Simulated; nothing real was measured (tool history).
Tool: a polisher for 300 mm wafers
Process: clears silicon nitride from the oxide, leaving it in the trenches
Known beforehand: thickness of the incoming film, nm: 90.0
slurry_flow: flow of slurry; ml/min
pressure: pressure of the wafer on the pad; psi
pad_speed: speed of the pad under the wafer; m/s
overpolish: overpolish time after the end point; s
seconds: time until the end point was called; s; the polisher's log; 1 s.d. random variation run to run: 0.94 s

run,day,slurry_flow,pressure,pad_speed,overpolish,seconds
1,0.000,250,2.1,0.82,5,148.26
2,0.050,210,2.1,0.82,5,153.17
3,0.208,210,2.1,0.82,5,151.04
4,0.283,210,2.2,0.82,5,146.27
5,0.338,215,2.3,0.82,5,138.02
6,0.500,215,2.1,0.82,5,151.54

What will run 7 give?
7,0.750,225,2.7,0.84,5,?

{"run 7": {"seconds": 115.76}}

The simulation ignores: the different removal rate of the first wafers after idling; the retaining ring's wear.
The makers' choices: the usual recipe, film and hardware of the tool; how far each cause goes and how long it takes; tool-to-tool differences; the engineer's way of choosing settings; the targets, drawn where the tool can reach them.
